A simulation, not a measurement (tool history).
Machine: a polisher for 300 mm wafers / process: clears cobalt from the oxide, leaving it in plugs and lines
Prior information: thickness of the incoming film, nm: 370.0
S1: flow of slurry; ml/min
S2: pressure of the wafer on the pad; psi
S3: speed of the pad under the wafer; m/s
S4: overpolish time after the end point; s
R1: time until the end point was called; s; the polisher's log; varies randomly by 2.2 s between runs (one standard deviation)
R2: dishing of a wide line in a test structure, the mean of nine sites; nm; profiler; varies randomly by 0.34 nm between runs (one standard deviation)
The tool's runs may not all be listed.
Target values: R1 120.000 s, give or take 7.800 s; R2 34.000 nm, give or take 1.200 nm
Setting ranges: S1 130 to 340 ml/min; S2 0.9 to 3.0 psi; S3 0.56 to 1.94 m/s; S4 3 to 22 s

run  hour   S1   S2    S3  S4       R1      R2
  1   0.0  220  1.9  1.24  11   67.886  39.410
  2   4.0  220  1.9  1.24  16   67.706  48.640
  3   6.5  220  1.8  1.24  16   68.501  47.378
  4   9.0  220  1.7  1.22  16   75.499  46.187
  5  14.4  220  1.7  1.22  11   76.083  36.043
  6  18.6  220  1.6  1.22  12   77.368  36.658
  7  20.4  220  1.5  1.20  13   83.411  37.843
  8  26.7  220  1.4  1.18  13   90.524  35.411
  9  35.6  220  1.4  1.18  13   93.184  35.301
 10  39.3  220  1.1  1.18  14  111.750  32.746

Of the 5 settings listed for the next run, only one would bring every result within its allowed miss of target. Which one?
  A  43.0  225  1.1  1.08  16   ?   ?
  B  43.0  210  0.9  1.28  18   ?   ?
  C  43.0  235  1.2  1.02  19   ?   ?
  D  43.0  150  1.0  1.48  12   ?   ?
  E  43.0  210  0.9  1.10  19   ?   ?

move       R1      R2
   A  126.340  33.090
   B  127.200  35.770
   C  123.540  37.836
   D  107.990  30.032
   E  146.840  33.636
A: meets every target
B: gets the furthest-off result to its target, but another result is out of tolerance
C: gets the furthest-off result to its target, but another result is out of tolerance
D: misses by more than the last run did
E: pushes the last run's worst result past its target
A meets every target.
